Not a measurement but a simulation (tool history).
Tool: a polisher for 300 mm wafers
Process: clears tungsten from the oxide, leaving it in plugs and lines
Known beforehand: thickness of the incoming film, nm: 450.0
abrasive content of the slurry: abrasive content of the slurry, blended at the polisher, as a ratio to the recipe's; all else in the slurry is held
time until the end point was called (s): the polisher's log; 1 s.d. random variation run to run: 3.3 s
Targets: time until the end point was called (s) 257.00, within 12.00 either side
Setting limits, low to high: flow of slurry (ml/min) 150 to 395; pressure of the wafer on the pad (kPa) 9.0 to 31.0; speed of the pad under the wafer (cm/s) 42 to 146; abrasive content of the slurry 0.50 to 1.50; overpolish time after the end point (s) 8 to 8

run  hour  flow of slurry (ml/min)  pressure of the wafer on the pad (kPa)  speed of the pad under the wafer (cm/s)  abrasive content of the slurry  overpolish time after the end point (s)  time until the end point was called (s)
  1   0.0                      250                                    20.0                                       94                            1.00                                        8                                   147.76
  2   1.8                      250                                    18.6                                       94                            1.00                                        8                                   153.93
  3   6.1                      250                                    17.2                                       92                            1.00                                        8                                   171.85
  4   9.3                      250                                    16.5                                       92                            1.00                                        8                                   175.52
  5  12.6                      250                                    15.9                                       92                            1.00                                        8                                   186.08
  6  20.5                      215                                    15.9                                       92                            1.00                                        8                                   183.50
  7  21.3                      215                                    15.2                                       92                            1.00                                        8                                   191.92
  8  25.1                      215                                    14.5                                       92                            1.00                                        8                                   205.38
  9  27.3                      215                                    13.8                                       92                            1.00                                        8                                   212.70
 10  35.4                      215                                    13.1                                       92                            1.00                                        8                                   219.72

Pick the move, out of 4, that brings all results within their allowed miss; only one does.
  A  43.5                      250                                    17.2                                       94                            1.05                                        8                                        ?
  B  43.5                      220                                    11.0                                       80                            1.00                                        8                                        ?
  C  43.5                      195                                    15.2                                       98                            1.00                                        8                                        ?
  D  43.5                      230                                    13.8                                       76                            0.95                                        8                                        ?

move  time until the end point was called (s)
   A                                   165.69
   B                                   297.37
   C                                   185.90
   D                                   260.03
A: moves away from the targets compared with the last run
B: the result that was furthest off in the last run now lies on the other side of its target
C: moves away from the targets compared with the last run
D: each result inside its tolerance
Move D is the one to make.
